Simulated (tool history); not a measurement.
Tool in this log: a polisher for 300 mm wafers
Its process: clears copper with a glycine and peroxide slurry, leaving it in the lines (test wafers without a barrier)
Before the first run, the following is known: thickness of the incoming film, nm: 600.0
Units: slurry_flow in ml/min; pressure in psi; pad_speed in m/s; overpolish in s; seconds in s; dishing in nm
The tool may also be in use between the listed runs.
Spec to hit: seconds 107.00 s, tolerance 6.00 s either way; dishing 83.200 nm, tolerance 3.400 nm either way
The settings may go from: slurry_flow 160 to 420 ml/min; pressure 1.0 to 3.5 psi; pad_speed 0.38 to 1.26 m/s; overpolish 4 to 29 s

run  hour  slurry_flow  pressure  pad_speed  overpolish  seconds  dishing
  1   0.0          270       2.2       0.82          15   130.27   46.394
  2   3.9          270       2.2       0.82          12   135.21   37.195
  3   7.2          270       2.2       0.82          18   133.83   52.707
  4  12.7          235       2.2       0.82          18   133.60   51.954
     13.5  -- head pressure recalibrated
  5  13.5          275       2.2       0.82          18   144.47   49.983
  6  19.1          275       2.4       0.82          19   134.37   55.405
  7  21.0          280       2.5       0.84          20   127.09   59.585
  8  28.1          280       2.6       0.86          21   121.07   66.423
  9  29.4          280       2.7       0.86          21   114.35   65.739

Which one of the following 5 next-run settings gets every result inside its allowed miss? There is exactly one.
  A  30.7          255       3.1       0.92          28        ?        ?
  B  30.7          295       2.7       0.92          16        ?        ?
  C  30.7          315       2.7       0.86          18        ?        ?
  D  30.7          255       2.7       1.04          21        ?        ?
  E  30.7          340       3.4       0.76          24        ?        ?

move  seconds  dishing
   A   100.05   92.521
   B   110.58   54.913
   C   116.10   58.272
   D   101.34   73.012
   E   105.90   80.180
A: takes the biggest miss from the last run beyond its target
B: the biggest miss grows against the last run
C: the biggest miss grows against the last run
D: better than the last run, though not everything is in spec
E: each result inside its tolerance
E is the move that brings every result within its allowed miss.
